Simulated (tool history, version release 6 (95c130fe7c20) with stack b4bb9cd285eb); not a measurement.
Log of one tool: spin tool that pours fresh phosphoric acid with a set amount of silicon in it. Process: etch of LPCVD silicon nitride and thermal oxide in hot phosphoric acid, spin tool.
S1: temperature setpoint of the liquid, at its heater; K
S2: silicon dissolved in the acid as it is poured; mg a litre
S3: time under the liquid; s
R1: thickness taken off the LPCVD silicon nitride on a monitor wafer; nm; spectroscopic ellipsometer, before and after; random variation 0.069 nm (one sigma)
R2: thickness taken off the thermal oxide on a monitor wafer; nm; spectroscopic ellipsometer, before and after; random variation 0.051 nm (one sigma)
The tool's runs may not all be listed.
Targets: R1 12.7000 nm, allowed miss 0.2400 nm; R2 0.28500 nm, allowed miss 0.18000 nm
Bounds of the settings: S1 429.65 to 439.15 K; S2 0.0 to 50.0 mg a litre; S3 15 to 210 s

run,hour,S1,S2,S3,R1,R2
1,0.0,434.15,29.5,105,9.0806,0.13030
2,4.6,435.15,27.5,110,9.7759,0.17794
3,8.2,435.15,15.5,110,9.7355,0.19274
4,12.4,435.15,15.5,135,12.1230,0.37141
5,14.4,435.15,15.5,175,15.7240,0.42634
6,17.6,433.65,15.0,175,14.8130,0.35407
7,26.4,432.65,13.0,175,14.2580,0.38460
8,35.1,432.15,13.5,175,14.1050,0.41248
9,36.6,431.65,15.5,175,13.8630,0.35057
10,45.0,431.15,16.0,175,13.7120,0.30253

4 next moves are on the table. One of them brings every result within its allowed miss. Which?
A,53.4,429.65,14.0,180,?,?
B,53.4,430.65,15.5,175,?,?
C,53.4,430.15,36.0,195,?,?
D,53.4,431.65,6.5,160,?,?

move,R1,R2
A,13.3560,0.22440
B,13.4350,0.22659
C,14.7180,0.11697
D,12.7070,0.27412
A: nearer than the last run, and not there yet
B: nearer than the last run, and not there yet
C: further off than the last run
D: meets every target
Answer: D
